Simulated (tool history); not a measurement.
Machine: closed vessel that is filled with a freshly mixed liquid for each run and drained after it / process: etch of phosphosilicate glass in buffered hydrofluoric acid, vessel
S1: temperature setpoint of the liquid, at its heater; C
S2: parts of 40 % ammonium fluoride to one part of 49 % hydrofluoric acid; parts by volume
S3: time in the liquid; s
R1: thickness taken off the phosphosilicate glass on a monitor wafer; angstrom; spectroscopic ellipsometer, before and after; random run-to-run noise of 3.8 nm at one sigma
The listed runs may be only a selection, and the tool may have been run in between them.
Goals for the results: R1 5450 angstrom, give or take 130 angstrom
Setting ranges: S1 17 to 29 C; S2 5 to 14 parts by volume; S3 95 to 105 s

Run 1, hour 0: S1 21 C, S2 8.5 parts by volume, S3 95 s. Result: R1 6778 angstrom.
Run 2, hour 3.3: S1 20 C, S2 8.5 parts by volume, S3 95 s. Result: R1 6418.3 angstrom.
Run 3, hour 10.2: S1 21.5 C, S2 8.5 parts by volume, S3 95 s. Result: R1 7040.3 angstrom.
Run 4, hour 18.8: S1 20.5 C, S2 8.5 parts by volume, S3 95 s. Result: R1 6575.7 angstrom.
Run 5, hour 22.2: S1 20.5 C, S2 8.5 parts by volume, S3 105 s. Result: R1 7188.4 angstrom.
Run 6, hour 27: S1 19.5 C, S2 8.5 parts by volume, S3 105 s. Result: R1 6959.3 angstrom.
Run 7, hour 30: S1 19 C, S2 8.5 parts by volume, S3 105 s. Result: R1 6687 angstrom.
Run 8, hour 33.4: S1 18.5 C, S2 8.5 parts by volume, S3 105 s. Result: R1 6608.5 angstrom.
Run 9, hour 41.8: S1 18.5 C, S2 8.5 parts by volume, S3 105 s. Result: R1 6496.3 angstrom.
Run 10, hour 48.4: S1 18 C, S2 8.5 parts by volume, S3 105 s. Result: R1 6365.2 angstrom.
Run 11, hour 55.2: S1 17.5 C, S2 8.5 parts by volume, S3 105 s. Result: R1 6074.2 angstrom.

Which of these 4 next moves meets every target?
Run A, hour 62: S1 17 C, S2 8 parts by volume, S3 95 s. Result: R1 ?.
Run B, hour 62: S1 18.5 C, S2 8 parts by volume, S3 105 s. Result: R1 ?.
Run C, hour 62: S1 18 C, S2 8 parts by volume, S3 105 s. Result: R1 ?.
Run D, hour 62: S1 19.5 C, S2 10 parts by volume, S3 95 s. Result: R1 ?.

move      R1
   A  5706.2
   B  6867.7
   C  6676.1
   D  5413.3
A: an improvement on the last run, though not all results are within tolerance
B: misses by more than the last run did
C: misses by more than the last run did
D: hits every target within its allowed miss
Correct choice: D, which meets every target
